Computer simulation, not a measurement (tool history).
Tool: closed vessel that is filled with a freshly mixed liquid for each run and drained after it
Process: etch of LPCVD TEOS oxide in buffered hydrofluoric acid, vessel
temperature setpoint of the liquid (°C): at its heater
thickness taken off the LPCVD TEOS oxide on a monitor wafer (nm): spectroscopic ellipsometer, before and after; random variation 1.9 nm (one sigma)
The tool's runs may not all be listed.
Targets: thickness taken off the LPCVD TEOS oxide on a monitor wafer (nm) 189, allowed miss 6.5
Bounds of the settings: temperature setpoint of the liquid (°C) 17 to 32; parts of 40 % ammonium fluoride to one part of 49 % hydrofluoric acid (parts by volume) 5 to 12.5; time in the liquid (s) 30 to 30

run,hour,temperature setpoint of the liquid (°C),parts of 40 % ammonium fluoride to one part of 49 % hydrofluoric acid (parts by volume),time in the liquid (s),thickness taken off the LPCVD TEOS oxide on a monitor wafer (nm)
1,0,24,7.5,30,104.82
2,7.5,26.5,7,30,130.18
3,12.3,28,7,30,143.78
4,15.8,28,7,30,141.44
5,18.6,28,7,30,142.03
6,23.7,30.5,7,30,160.64
7,29.1,31,7,30,166.75
8,34.3,31.5,7,30,166.72

4 next moves are on the table. One of them brings every result within its allowed miss. Which?
A,39.5,31,6,30,?
B,39.5,32,7,30,?
C,39.5,30.5,6.5,30,?
D,39.5,29,6,30,?

move,thickness taken off the LPCVD TEOS oxide on a monitor wafer (nm)
A,189.62
B,174.78
C,172.41
D,170.78
A: meets every target
B: nearer than the last run, and not there yet
C: nearer than the last run, and not there yet
D: nearer than the last run, and not there yet
Move A is the one to make.

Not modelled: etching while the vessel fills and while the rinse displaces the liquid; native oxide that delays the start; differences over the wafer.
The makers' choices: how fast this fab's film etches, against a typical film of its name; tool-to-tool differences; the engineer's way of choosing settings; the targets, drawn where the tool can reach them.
